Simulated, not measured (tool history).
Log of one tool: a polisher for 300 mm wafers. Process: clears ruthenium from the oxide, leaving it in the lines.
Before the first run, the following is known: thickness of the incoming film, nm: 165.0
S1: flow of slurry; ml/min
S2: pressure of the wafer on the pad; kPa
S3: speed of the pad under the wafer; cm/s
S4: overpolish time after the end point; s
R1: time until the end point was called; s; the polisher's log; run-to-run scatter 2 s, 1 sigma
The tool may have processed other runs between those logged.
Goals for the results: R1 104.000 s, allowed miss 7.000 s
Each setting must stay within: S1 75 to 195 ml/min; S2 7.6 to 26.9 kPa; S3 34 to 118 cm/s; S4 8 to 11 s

run,hour,S1,S2,S3,S4,R1
1,0.0,125,17.2,76,11,185.450
2,1.0,125,13.8,76,11,217.820
3,3.7,125,15.9,78,11,181.560
4,5.7,125,17.2,78,11,169.030
5,8.6,125,18.6,78,11,160.450
6,12.3,125,20.0,78,11,150.770
7,17.4,125,20.7,78,11,147.230
8,18.5,125,21.4,78,11,142.410
9,20.5,125,22.1,78,11,134.390
10,23.4,125,22.8,78,11,130.670
11,27.7,125,23.4,78,11,125.830
12,31.6,125,24.1,78,11,125.000
13,38.9,125,24.1,78,11,125.780
14,47.5,125,24.8,78,11,125.550
15,53.5,125,24.8,80,11,125.220

Next run, 4 choices. One meets every target within its allowed miss, the rest don't. Which?
A,59.5,140,17.9,86,11,?
B,59.5,170,20.7,118,8,?
C,59.5,120,22.1,78,11,?
D,59.5,135,22.8,76,8,?

move,R1
A,149.630
B,99.021
C,134.730
D,130.620
A: further off than the last run
B: in spec on every target
C: further off than the last run
D: further off than the last run
B meets every target.

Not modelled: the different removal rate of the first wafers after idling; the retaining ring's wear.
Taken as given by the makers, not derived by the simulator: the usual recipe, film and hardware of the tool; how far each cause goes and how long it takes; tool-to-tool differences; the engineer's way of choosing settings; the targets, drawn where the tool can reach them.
